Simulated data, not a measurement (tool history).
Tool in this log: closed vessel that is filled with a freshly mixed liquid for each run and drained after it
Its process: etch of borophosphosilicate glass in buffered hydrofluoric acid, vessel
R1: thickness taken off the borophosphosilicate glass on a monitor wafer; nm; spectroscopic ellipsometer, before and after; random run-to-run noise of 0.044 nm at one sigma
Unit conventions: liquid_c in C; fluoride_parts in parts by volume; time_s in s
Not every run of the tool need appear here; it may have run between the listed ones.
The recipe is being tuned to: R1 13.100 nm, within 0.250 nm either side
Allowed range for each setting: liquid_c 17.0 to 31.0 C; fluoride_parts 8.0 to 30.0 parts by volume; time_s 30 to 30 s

run 1 day=0.000 | liquid_c=23.0 fluoride_parts=21.5 time_s=30 | R1=16.342
run 2 day=0.333 | liquid_c=21.5 fluoride_parts=21.5 time_s=30 | R1=14.984
run 3 day=0.600 | liquid_c=21.0 fluoride_parts=21.5 time_s=30 | R1=14.665
run 4 day=0.983 | liquid_c=23.5 fluoride_parts=21.5 time_s=30 | R1=16.898
run 5 day=1.292 | liquid_c=22.0 fluoride_parts=21.5 time_s=30 | R1=15.396
run 6 day=1.529 | liquid_c=22.0 fluoride_parts=21.5 time_s=30 | R1=15.463
run 7 day=1.796 | liquid_c=21.0 fluoride_parts=21.5 time_s=30 | R1=14.657
run 8 day=2.096 | liquid_c=20.5 fluoride_parts=21.5 time_s=30 | R1=14.293
run 9 day=2.479 | liquid_c=20.0 fluoride_parts=21.5 time_s=30 | R1=13.903
run 10 day=2.596 | liquid_c=19.5 fluoride_parts=21.5 time_s=30 | R1=13.593
run 11 day=2.704 | liquid_c=18.5 fluoride_parts=21.5 time_s=30 | R1=12.707

Which single option among these 4 for the next run brings every result within its allowed miss of target? Just one does.
run A day=2.812 | liquid_c=21.5 fluoride_parts=26.5 time_s=30 | R1=?
run B day=2.812 | liquid_c=19.5 fluoride_parts=24.0 time_s=30 | R1=?
run C day=2.812 | liquid_c=17.5 fluoride_parts=20.0 time_s=30 | R1=?
run D day=2.812 | liquid_c=18.0 fluoride_parts=21.5 time_s=30 | R1=?

move=A R1=13.055
move=B R1=12.514
move=C R1=12.695
move=D R1=12.418
A: every result within its allowed miss
B: moves away from the targets compared with the last run
C: as far off as the last run
D: moves away from the targets compared with the last run
A meets every target.
